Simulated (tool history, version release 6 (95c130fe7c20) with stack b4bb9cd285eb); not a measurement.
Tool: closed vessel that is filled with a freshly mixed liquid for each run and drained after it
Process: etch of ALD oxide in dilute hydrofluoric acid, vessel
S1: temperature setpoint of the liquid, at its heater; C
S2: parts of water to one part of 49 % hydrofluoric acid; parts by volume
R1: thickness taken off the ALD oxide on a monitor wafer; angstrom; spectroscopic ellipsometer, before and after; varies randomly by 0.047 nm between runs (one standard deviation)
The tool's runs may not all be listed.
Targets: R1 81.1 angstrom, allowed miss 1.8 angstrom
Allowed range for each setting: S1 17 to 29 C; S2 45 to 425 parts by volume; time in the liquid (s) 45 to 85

Run 1, hour 0: S1 21 C, S2 235 parts by volume, time in the liquid (s) 85. Result: R1 38.931 angstrom.
Run 2, hour 1.6: S1 21 C, S2 300 parts by volume, time in the liquid (s) 85. Result: R1 28.655 angstrom.
Run 3, hour 7.5: S1 21 C, S2 300 parts by volume, time in the liquid (s) 85. Result: R1 28.913 angstrom.
Run 4, hour 9.4: S1 22 C, S2 275 parts by volume, time in the liquid (s) 85. Result: R1 33.193 angstrom.
Run 5, hour 17.8: S1 23 C, S2 255 parts by volume, time in the liquid (s) 85. Result: R1 37.74 angstrom.
Run 6, hour 24.2: S1 23 C, S2 255 parts by volume, time in the liquid (s) 45. Result: R1 20.071 angstrom.
Run 7, hour 28: S1 27 C, S2 160 parts by volume, time in the liquid (s) 55. Result: R1 50.337 angstrom.
Run 8, hour 33.5: S1 27 C, S2 150 parts by volume, time in the liquid (s) 55. Result: R1 54.288 angstrom.
Run 9, hour 36.2: S1 27 C, S2 140 parts by volume, time in the liquid (s) 55. Result: R1 58.468 angstrom.
Run 10, hour 42.4: S1 29 C, S2 85 parts by volume, time in the liquid (s) 55. Result: R1 111.96 angstrom.
Run 11, hour 45.1: S1 27.5 C, S2 85 parts by volume, time in the liquid (s) 55. Result: R1 105.32 angstrom.
Run 12, hour 47.6: S1 27.5 C, S2 90 parts by volume, time in the liquid (s) 55. Result: R1 99.266 angstrom.
Run 13, hour 55: S1 27.5 C, S2 95 parts by volume, time in the liquid (s) 55. Result: R1 92.073 angstrom.

Below are 5 possible settings for the next run. Only one of them brings all results inside the allowed miss of their targets. Which is it?
Run A, hour 62.4: S1 28.5 C, S2 100 parts by volume, time in the liquid (s) 45. Result: R1 ?.
Run B, hour 62.4: S1 29 C, S2 95 parts by volume, time in the liquid (s) 45. Result: R1 ?.
Run C, hour 62.4: S1 27.5 C, S2 85 parts by volume, time in the liquid (s) 45. Result: R1 ?.
Run D, hour 62.4: S1 26.5 C, S2 75 parts by volume, time in the liquid (s) 45. Result: R1 ?.
Run E, hour 62.4: S1 27 C, S2 130 parts by volume, time in the liquid (s) 85. Result: R1 ?.

move      R1
   A  74.798
   B    80.8
   C  86.432
   D  95.484
   E  98.727
A: takes the biggest miss from the last run beyond its target
B: hits every target within its allowed miss
C: gains on the last run, yet a result remains outside its allowed miss
D: the biggest miss grows against the last run
E: the biggest miss grows against the last run
Move B is the one to make.
